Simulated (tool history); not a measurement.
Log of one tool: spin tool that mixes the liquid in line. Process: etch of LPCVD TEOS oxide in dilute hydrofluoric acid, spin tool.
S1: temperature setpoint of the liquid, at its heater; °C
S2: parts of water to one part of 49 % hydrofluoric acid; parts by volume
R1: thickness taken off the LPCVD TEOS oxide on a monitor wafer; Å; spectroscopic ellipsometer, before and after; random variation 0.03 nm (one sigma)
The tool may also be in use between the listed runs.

Run 1, hour 0: S1 20 °C, S2 135 parts by volume, time under the liquid (s) 40. Result: R1 49.156 Å.
Run 2, hour 3.9: S1 20 °C, S2 135 parts by volume, time under the liquid (s) 40. Result: R1 48.666 Å.
Run 3, hour 5.8: S1 19.5 °C, S2 135 parts by volume, time under the liquid (s) 40. Result: R1 47.418 Å.
Run 4, hour 8.6: S1 19.5 °C, S2 135 parts by volume, time under the liquid (s) 30. Result: R1 36.356 Å.
Run 5, hour 16: S1 19.5 °C, S2 135 parts by volume, time under the liquid (s) 40. Result: R1 47.758 Å.
Run 6, hour 22.8: S1 19 °C, S2 135 parts by volume, time under the liquid (s) 40. Result: R1 46.396 Å.
Run 7, hour 27.3: S1 18.5 °C, S2 135 parts by volume, time under the liquid (s) 40. Result: R1 45.826 Å.
Run 8, hour 29.9: S1 18.5 °C, S2 135 parts by volume, time under the liquid (s) 40. Result: R1 45.955 Å.

Run 9 comes next. What will it give?
Run 9, hour 36.7: S1 18 °C, S2 135 parts by volume, time under the liquid (s) 40. Result: R1 ?.

{"run 9": {"R1": 44.557}}
